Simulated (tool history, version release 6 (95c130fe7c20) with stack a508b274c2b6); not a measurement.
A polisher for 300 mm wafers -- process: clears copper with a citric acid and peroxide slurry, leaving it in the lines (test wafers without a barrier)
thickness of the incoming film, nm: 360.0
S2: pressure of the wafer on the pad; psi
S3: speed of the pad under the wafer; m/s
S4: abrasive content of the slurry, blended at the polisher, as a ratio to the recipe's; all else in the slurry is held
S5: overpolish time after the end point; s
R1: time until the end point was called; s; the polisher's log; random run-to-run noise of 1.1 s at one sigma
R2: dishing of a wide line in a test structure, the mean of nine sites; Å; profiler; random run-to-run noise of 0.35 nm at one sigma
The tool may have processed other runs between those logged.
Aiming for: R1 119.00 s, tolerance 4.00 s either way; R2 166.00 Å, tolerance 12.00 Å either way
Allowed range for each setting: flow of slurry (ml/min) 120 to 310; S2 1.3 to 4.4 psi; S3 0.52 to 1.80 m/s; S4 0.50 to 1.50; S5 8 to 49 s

Run 1, hour 0.0: flow of slurry (ml/min) 200, S2 2.8 psi, S3 1.16 m/s, S4 1.00, S5 25 s. Result: R1 128.58 s, R2 443.52 Å.
Run 2, hour 2.6: flow of slurry (ml/min) 200, S2 2.7 psi, S3 1.22 m/s, S4 1.00, S5 21 s. Result: R1 129.22 s, R2 365.88 Å.
Run 3, hour 8.6: flow of slurry (ml/min) 200, S2 2.7 psi, S3 1.00 m/s, S4 1.00, S5 21 s. Result: R1 146.86 s, R2 320.73 Å.
Run 4, hour 15.5: flow of slurry (ml/min) 200, S2 2.7 psi, S3 1.00 m/s, S4 1.00, S5 26 s. Result: R1 148.99 s, R2 406.68 Å.
Run 5, hour 16.4: flow of slurry (ml/min) 205, S2 2.7 psi, S3 1.04 m/s, S4 1.00, S5 22 s. Result: R1 144.10 s, R2 351.79 Å.
Run 6, hour 18.0: flow of slurry (ml/min) 245, S2 2.7 psi, S3 1.04 m/s, S4 1.00, S5 22 s. Result: R1 142.52 s, R2 361.37 Å.
Run 7, hour 21.2: flow of slurry (ml/min) 245, S2 2.7 psi, S3 1.04 m/s, S4 1.00, S5 22 s. Result: R1 140.17 s, R2 353.80 Å.
Run 8, hour 28.9: flow of slurry (ml/min) 260, S2 2.6 psi, S3 1.08 m/s, S4 1.05, S5 19 s. Result: R1 139.32 s, R2 316.86 Å.
Run 9, hour 34.2: flow of slurry (ml/min) 310, S2 1.9 psi, S3 1.38 m/s, S4 1.30, S5 8 s. Result: R1 141.54 s, R2 140.09 Å.

4 candidate next runs follow, results not yet known. Just one meets every target within its allowed miss. Identify it.
Run A, hour 39.5: flow of slurry (ml/min) 310, S2 1.8 psi, S3 1.34 m/s, S4 1.25, S5 9 s. Result: R1 ?, R2 ?.
Run B, hour 39.5: flow of slurry (ml/min) 310, S2 2.5 psi, S3 1.34 m/s, S4 1.20, S5 8 s. Result: R1 ?, R2 ?.
Run C, hour 39.5: flow of slurry (ml/min) 280, S2 1.7 psi, S3 1.16 m/s, S4 1.30, S5 13 s. Result: R1 ?, R2 ?.
Run D, hour 39.5: flow of slurry (ml/min) 295, S2 1.9 psi, S3 1.54 m/s, S4 1.15, S5 8 s. Result: R1 ?, R2 ?.

move      R1      R2
   A  154.38  140.96
   B  119.65  161.55
   C  177.89  174.01
   D  137.37  140.97
A: moves away from the targets compared with the last run
B: meets every target
C: moves away from the targets compared with the last run
D: nearer the targets than the last run, but a result is still out of spec
So the answer is move B, the one that meets all the targets.
